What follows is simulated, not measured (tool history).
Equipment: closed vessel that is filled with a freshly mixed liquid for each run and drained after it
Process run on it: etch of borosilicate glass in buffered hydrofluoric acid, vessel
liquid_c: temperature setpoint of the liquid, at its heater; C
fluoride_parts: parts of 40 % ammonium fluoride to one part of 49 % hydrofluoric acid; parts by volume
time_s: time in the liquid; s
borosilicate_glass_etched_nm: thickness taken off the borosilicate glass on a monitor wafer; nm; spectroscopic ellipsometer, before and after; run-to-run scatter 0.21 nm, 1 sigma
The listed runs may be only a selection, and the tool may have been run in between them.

Run 1, hour 0: liquid_c 23 C, fluoride_parts 9.5 parts by volume, time_s 85 s. Result: borosilicate_glass_etched_nm 103.96 nm.
Run 2, hour 4.1: liquid_c 24.5 C, fluoride_parts 9.5 parts by volume, time_s 85 s. Result: borosilicate_glass_etched_nm 112.67 nm.
Run 3, hour 12.5: liquid_c 24.5 C, fluoride_parts 9.5 parts by volume, time_s 95 s. Result: borosilicate_glass_etched_nm 126.53 nm.
Run 4, hour 15.2: liquid_c 22.5 C, fluoride_parts 10.5 parts by volume, time_s 95 s. Result: borosilicate_glass_etched_nm 104.38 nm.
Run 5, hour 16.9: liquid_c 25.5 C, fluoride_parts 10.5 parts by volume, time_s 95 s. Result: borosilicate_glass_etched_nm 123.02 nm.
Run 6, hour 20.5: liquid_c 23 C, fluoride_parts 10.5 parts by volume, time_s 95 s. Result: borosilicate_glass_etched_nm 107.1 nm.
Run 7, hour 27.1: liquid_c 19 C, fluoride_parts 13.5 parts by volume, time_s 95 s. Result: borosilicate_glass_etched_nm 67.271 nm.
Run 8, hour 29.5: liquid_c 18.5 C, fluoride_parts 13.5 parts by volume, time_s 95 s. Result: borosilicate_glass_etched_nm 65.461 nm.

What will run 9 give?
Run 9, hour 36.2: liquid_c 18 C, fluoride_parts 13.5 parts by volume, time_s 95 s. Result: borosilicate_glass_etched_nm ?.

{"run 9": {"borosilicate_glass_etched_nm": 63.729}}
